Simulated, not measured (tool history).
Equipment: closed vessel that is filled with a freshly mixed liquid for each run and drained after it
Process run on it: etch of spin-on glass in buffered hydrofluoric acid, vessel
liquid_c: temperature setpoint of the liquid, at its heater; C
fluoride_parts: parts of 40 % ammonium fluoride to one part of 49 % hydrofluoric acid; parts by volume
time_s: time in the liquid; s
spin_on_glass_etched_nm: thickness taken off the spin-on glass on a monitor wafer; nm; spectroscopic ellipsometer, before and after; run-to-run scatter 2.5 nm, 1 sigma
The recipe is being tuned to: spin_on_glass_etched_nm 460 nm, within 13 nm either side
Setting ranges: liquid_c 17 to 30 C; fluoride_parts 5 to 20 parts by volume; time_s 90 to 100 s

{"run": 1, "hour": 0.0, "liquid_c": 22, "fluoride_parts": 12, "time_s": 90, "spin_on_glass_etched_nm": 213.18}
{"run": 2, "hour": 1.4, "liquid_c": 22, "fluoride_parts": 12, "time_s": 100, "spin_on_glass_etched_nm": 237.54}
{"run": 3, "hour": 4.8, "liquid_c": 22, "fluoride_parts": 12, "time_s": 90, "spin_on_glass_etched_nm": 216.29}
{"run": 4, "hour": 5.7, "liquid_c": 22, "fluoride_parts": 12, "time_s": 90, "spin_on_glass_etched_nm": 216.16}
{"run": 5, "hour": 9.1, "liquid_c": 23.5, "fluoride_parts": 12, "time_s": 90, "spin_on_glass_etched_nm": 235.14}
{"run": 6, "hour": 18.0, "liquid_c": 23.5, "fluoride_parts": 8.5, "time_s": 90, "spin_on_glass_etched_nm": 317.93}
{"run": 7, "hour": 19.4, "liquid_c": 24.5, "fluoride_parts": 8.5, "time_s": 90, "spin_on_glass_etched_nm": 331.82}
{"run": 8, "hour": 22.0, "liquid_c": 25.5, "fluoride_parts": 8.5, "time_s": 90, "spin_on_glass_etched_nm": 353.39}
{"run": 9, "hour": 25.1, "liquid_c": 26, "fluoride_parts": 8.5, "time_s": 90, "spin_on_glass_etched_nm": 359.63}
{"run": 10, "hour": 25.9, "liquid_c": 26.5, "fluoride_parts": 8.5, "time_s": 90, "spin_on_glass_etched_nm": 373.11}
{"run": 11, "hour": 32.8, "liquid_c": 27, "fluoride_parts": 8.5, "time_s": 90, "spin_on_glass_etched_nm": 380.04}
{"run": 12, "hour": 36.3, "liquid_c": 27.5, "fluoride_parts": 8.5, "time_s": 90, "spin_on_glass_etched_nm": 393.21}
{"run": 13, "hour": 37.8, "liquid_c": 28, "fluoride_parts": 8.5, "time_s": 90, "spin_on_glass_etched_nm": 404.64}

Below are 5 possible settings for the next run. Only one of them brings all results inside the allowed miss of their targets. Which is it?
{"run": "A", "hour": 39.3, "liquid_c": 26.5, "fluoride_parts": 8.5, "time_s": 90, "spin_on_glass_etched_nm": "?"}
{"run": "B", "hour": 39.3, "liquid_c": 25.5, "fluoride_parts": 8.5, "time_s": 90, "spin_on_glass_etched_nm": "?"}
{"run": "C", "hour": 39.3, "liquid_c": 24.5, "fluoride_parts": 7.5, "time_s": 90, "spin_on_glass_etched_nm": "?"}
{"run": "D", "hour": 39.3, "liquid_c": 27, "fluoride_parts": 9, "time_s": 90, "spin_on_glass_etched_nm": "?"}
{"run": "E", "hour": 39.3, "liquid_c": 29.5, "fluoride_parts": 8.5, "time_s": 95, "spin_on_glass_etched_nm": "?"}

move=A spin_on_glass_etched_nm=371.42
move=B spin_on_glass_etched_nm=351.98
move=C spin_on_glass_etched_nm=381.8
move=D spin_on_glass_etched_nm=358.55
move=E spin_on_glass_etched_nm=459.73
A: moves away from the targets compared with the last run
B: moves away from the targets compared with the last run
C: moves away from the targets compared with the last run
D: moves away from the targets compared with the last run
E: hits every target within its allowed miss
E meets every target.
